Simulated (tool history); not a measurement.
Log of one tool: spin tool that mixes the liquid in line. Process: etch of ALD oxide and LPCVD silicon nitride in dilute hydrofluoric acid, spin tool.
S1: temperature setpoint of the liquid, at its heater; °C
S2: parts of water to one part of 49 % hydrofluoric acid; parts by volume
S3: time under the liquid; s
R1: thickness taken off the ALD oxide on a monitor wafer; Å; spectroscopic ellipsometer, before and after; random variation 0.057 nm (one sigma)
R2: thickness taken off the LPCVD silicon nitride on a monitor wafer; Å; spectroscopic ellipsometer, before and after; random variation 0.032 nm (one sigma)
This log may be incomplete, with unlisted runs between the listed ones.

run,day,S1,S2,S3,R1,R2
1,0.000,23.0,220,155,70.726,3.2978
2,0.175,23.0,220,180,81.157,3.1787
3,0.362,23.0,220,220,102.180,5.1481
4,0.725,21.5,235,220,88.081,3.8162
5,0.846,24.0,235,220,96.699,4.1755
6,1.054,22.0,245,220,84.884,4.1820
7,1.212,21.0,250,220,78.853,3.9950
8,1.442,20.0,255,220,73.668,3.1310
9,1.600,19.5,260,220,72.592,3.3349

Estimate the outcome of run 10 from the log above:
10,1.646,19.0,265,220,?,?

Run 10 came out at R1 68.495 Å, R2 2.6097 Å.
